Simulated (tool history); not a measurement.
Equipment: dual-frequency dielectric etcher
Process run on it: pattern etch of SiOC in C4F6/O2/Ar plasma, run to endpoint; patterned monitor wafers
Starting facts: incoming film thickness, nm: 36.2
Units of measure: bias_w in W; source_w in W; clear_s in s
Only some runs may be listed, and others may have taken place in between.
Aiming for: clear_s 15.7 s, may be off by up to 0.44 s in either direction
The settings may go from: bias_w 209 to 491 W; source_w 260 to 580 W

Run 1, hour 0: bias_w 350 W, source_w 420 W. Result: clear_s 13.324 s.
Run 2, hour 3: bias_w 325 W, source_w 400 W. Result: clear_s 14.2 s.
Run 3, hour 7.6: bias_w 311 W, source_w 400 W. Result: clear_s 14.374 s.
Run 4, hour 16.3: bias_w 298 W, source_w 400 W. Result: clear_s 14.855 s.
Run 5, hour 22.6: bias_w 328 W, source_w 400 W. Result: clear_s 14.082 s.
Run 6, hour 26.4: bias_w 314 W, source_w 400 W. Result: clear_s 14.427 s.
Run 7, hour 32.4: bias_w 303 W, source_w 400 W. Result: clear_s 14.734 s.
Run 8, hour 34: bias_w 295 W, source_w 400 W. Result: clear_s 14.95 s.
Run 9, hour 37.2: bias_w 256 W, source_w 380 W. Result: clear_s 16.51 s.

Next run, 5 choices. One meets every target within its allowed miss, the rest don't. Which?
Run A, hour 40.4: bias_w 303 W, source_w 360 W. Result: clear_s ?.
Run B, hour 40.4: bias_w 260 W, source_w 320 W. Result: clear_s ?.
Run C, hour 40.4: bias_w 291 W, source_w 410 W. Result: clear_s ?.
Run D, hour 40.4: bias_w 225 W, source_w 380 W. Result: clear_s ?.
Run E, hour 40.4: bias_w 260 W, source_w 340 W. Result: clear_s ?.

move  clear_s
   A   15.575
   B   17.977
   C   14.801
   D   17.527
   E   17.349
A: all results in spec
B: the biggest miss grows against the last run
C: takes the result that was furthest off past its target
D: the biggest miss grows against the last run
E: the biggest miss grows against the last run
The right move is A.
